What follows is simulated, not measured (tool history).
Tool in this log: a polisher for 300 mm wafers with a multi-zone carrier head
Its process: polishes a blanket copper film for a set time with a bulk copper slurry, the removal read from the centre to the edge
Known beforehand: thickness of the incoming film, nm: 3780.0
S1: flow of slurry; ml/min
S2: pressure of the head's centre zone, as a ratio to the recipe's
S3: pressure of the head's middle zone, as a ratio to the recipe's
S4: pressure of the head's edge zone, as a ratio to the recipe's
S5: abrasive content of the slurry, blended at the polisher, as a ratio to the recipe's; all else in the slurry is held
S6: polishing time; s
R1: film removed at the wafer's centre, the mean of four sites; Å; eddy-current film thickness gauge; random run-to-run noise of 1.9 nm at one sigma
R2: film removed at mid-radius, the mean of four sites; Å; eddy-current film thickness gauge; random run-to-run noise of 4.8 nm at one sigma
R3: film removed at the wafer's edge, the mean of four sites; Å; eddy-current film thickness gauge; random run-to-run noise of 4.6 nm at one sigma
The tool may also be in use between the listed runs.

run 1 day=0 | S1=230 S2=1 S3=1 S4=1 S5=1 S6=60 | R1=6272.9 R2=6486.2 R3=6445.6
run 2 day=0.242 | S1=230 S2=1 S3=1 S4=1 S5=1 S6=49 | R1=5093.3 R2=5355.6 R3=5298.8
run 3 day=0.333 | S1=220 S2=0.97 S3=0.98 S4=0.97 S5=0.9 S6=46 | R1=4578.7 R2=4781.4 R3=4815.5
run 4 day=0.596 | S1=220 S2=0.97 S3=0.98 S4=0.92 S5=0.9 S6=46 | R1=4537.6 R2=4710.6 R3=4624.1
run 5 day=0.712 | S1=220 S2=0.97 S3=0.98 S4=0.92 S5=0.9 S6=41 | R1=4052 R2=4353.5 R3=4057.5
run 6 day=1.038 | S1=210 S2=0.94 S3=0.98 S4=0.91 S5=0.85 S6=40 | R1=3764.5 R2=3957.5 R3=4051.1
run 7 day=1.358 | S1=220 S2=0.92 S3=1 S4=0.89 S5=0.8 S6=39 | R1=3593.7 R2=3958 R3=3821.7

Predict the results of run 8:
-- day=1.692 slurry nozzle cleaned
run 8 day=1.692 | S1=215 S2=0.9 S3=1 S4=0.88 S5=0.75 S6=39 | R1=? R2=? R3=?

Logged for run 8: R1 3676.8 Å, R2 4078.2 Å, R3 3959.4 Å.
